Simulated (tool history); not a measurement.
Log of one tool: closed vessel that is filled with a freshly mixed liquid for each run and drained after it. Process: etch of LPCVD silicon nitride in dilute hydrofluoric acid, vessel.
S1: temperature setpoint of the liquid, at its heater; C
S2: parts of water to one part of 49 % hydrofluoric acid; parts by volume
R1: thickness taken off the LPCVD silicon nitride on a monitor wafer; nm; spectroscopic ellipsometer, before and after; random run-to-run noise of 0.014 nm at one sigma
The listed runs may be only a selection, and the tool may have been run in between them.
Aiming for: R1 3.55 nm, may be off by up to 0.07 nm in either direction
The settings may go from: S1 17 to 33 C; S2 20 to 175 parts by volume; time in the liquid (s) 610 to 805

run 1 hour=0 | S1=25 S2=95 time_in_the_liquid_(s)=805 | R1=4.0328
run 2 hour=2.7 | S1=24.5 S2=95 time_in_the_liquid_(s)=805 | R1=3.893
run 3 hour=4.4 | S1=24.5 S2=115 time_in_the_liquid_(s)=805 | R1=3.2111
run 4 hour=13.2 | S1=25 S2=115 time_in_the_liquid_(s)=805 | R1=3.3215
run 5 hour=18.1 | S1=25 S2=145 time_in_the_liquid_(s)=805 | R1=2.6488
run 6 hour=23 | S1=28 S2=145 time_in_the_liquid_(s)=805 | R1=3.2239
run 7 hour=27.9 | S1=28.5 S2=145 time_in_the_liquid_(s)=805 | R1=3.3061
run 8 hour=29.9 | S1=30 S2=145 time_in_the_liquid_(s)=805 | R1=3.621

Next run, 4 choices. One meets every target within its allowed miss, the rest don't. Which?
run A hour=31.9 | S1=29.5 S2=125 time_in_the_liquid_(s)=750 | R1=?
run B hour=31.9 | S1=30 S2=130 time_in_the_liquid_(s)=750 | R1=?
run C hour=31.9 | S1=29.5 S2=130 time_in_the_liquid_(s)=760 | R1=?
run D hour=31.9 | S1=28 S2=130 time_in_the_liquid_(s)=805 | R1=?

move=A R1=3.8116
move=B R1=3.7807
move=C R1=3.7132
move=D R1=3.5781
A: the biggest miss grows against the last run
B: the biggest miss grows against the last run
C: the biggest miss grows against the last run
D: each result inside its tolerance
D is the move that brings every result within its allowed miss.

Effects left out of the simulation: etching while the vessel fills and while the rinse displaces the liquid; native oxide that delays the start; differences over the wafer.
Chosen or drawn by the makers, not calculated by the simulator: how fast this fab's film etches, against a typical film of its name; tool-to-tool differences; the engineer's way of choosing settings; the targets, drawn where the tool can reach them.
